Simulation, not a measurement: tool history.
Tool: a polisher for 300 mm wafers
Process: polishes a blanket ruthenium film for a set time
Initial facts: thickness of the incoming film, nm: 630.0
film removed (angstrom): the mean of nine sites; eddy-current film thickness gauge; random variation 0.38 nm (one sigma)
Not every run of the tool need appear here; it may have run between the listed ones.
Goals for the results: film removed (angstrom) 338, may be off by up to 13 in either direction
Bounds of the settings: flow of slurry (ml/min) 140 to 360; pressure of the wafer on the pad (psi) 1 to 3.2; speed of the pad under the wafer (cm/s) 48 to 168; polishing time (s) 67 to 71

run  hour  flow of slurry (ml/min)  pressure of the wafer on the pad (psi)  speed of the pad under the wafer (cm/s)  polishing time (s)  film removed (angstrom)
  1     0                      230                                     2.1                                      108                  67                   723.05
  2   3.4                      230                                     1.8                                      100                  67                   567.38
  3   6.8                      230                                     1.6                                       98                  67                   505.44
  4  12.3                      230                                     1.4                                       96                  67                   439.47
  5  19.9                      230                                     1.4                                       96                  71                   469.46
  6  21.6                      230                                     1.4                                       96                  71                   468.16
  7  28.4                      230                                     1.3                                       94                  71                   422.95
  8  33.8                      230                                     1.2                                       92                  71                   394.38
  9  38.8                      230                                       1                                       86                  71                    310.2

Of the 4 settings listed for the next run, only one would bring every result within its allowed miss of target. Which one?
  A  43.8                      200                                     1.2                                       78                  67                        ?
  B  43.8                      255                                     1.1                                       74                  71                        ?
  C  43.8                      225                                     1.1                                       82                  69                        ?
  D  43.8                      220                                     1.1                                       88                  70                        ?

move  film removed (angstrom)
   A                   314.92
   B                   301.67
   C                   314.78
   D                   337.65
A: nearer than the last run, and not there yet
B: the biggest miss grows against the last run
C: nearer than the last run, and not there yet
D: hits every target within its allowed miss
Correct choice: D, which meets every target
